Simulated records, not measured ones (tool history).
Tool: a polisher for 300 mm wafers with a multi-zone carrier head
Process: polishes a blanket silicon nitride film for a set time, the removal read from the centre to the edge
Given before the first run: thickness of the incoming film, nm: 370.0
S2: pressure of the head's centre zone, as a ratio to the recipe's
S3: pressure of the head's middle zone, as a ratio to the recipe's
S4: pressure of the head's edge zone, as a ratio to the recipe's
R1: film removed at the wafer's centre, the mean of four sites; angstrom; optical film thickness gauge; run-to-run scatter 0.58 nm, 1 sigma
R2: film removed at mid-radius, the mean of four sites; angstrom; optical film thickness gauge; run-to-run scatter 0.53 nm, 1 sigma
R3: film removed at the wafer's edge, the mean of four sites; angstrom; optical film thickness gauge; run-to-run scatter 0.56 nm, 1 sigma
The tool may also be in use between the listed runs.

Run 1, hour 0: flow of slurry (ml/min) 320, S2 1, S3 1, S4 1, polishing time (s) 37. Result: R1 677.72 angstrom, R2 674.88 angstrom, R3 657.74 angstrom.
Run 2, hour 0.6: flow of slurry (ml/min) 320, S2 1, S3 1.06, S4 1, polishing time (s) 37. Result: R1 664.61 angstrom, R2 686.61 angstrom, R3 663.37 angstrom.
Run 3, hour 6.8: flow of slurry (ml/min) 320, S2 0.96, S3 1.06, S4 1, polishing time (s) 37. Result: R1 653.06 angstrom, R2 691.07 angstrom, R3 660.62 angstrom.
Run 4, hour 10.7: flow of slurry (ml/min) 320, S2 0.96, S3 1.06, S4 0.94, polishing time (s) 37. Result: R1 632.47 angstrom, R2 700.54 angstrom, R3 639.72 angstrom.
Run 5, hour 17.9: flow of slurry (ml/min) 320, S2 0.96, S3 1.13, S4 0.94, polishing time (s) 37. Result: R1 648.05 angstrom, R2 714.97 angstrom, R3 659.67 angstrom.
Run 6, hour 24.5: flow of slurry (ml/min) 315, S2 0.96, S3 1.09, S4 0.94, polishing time (s) 36. Result: R1 617.87 angstrom, R2 677.25 angstrom, R3 631.08 angstrom.

Expected results for the next run?
Run 7, hour 25.3: flow of slurry (ml/min) 305, S2 0.96, S3 1.07, S4 0.93, polishing time (s) 36. Result: R1 ?, R2 ?, R3 ?.

R1: 631.15 angstrom
R2: 683.73 angstrom
R3: 622.33 angstrom
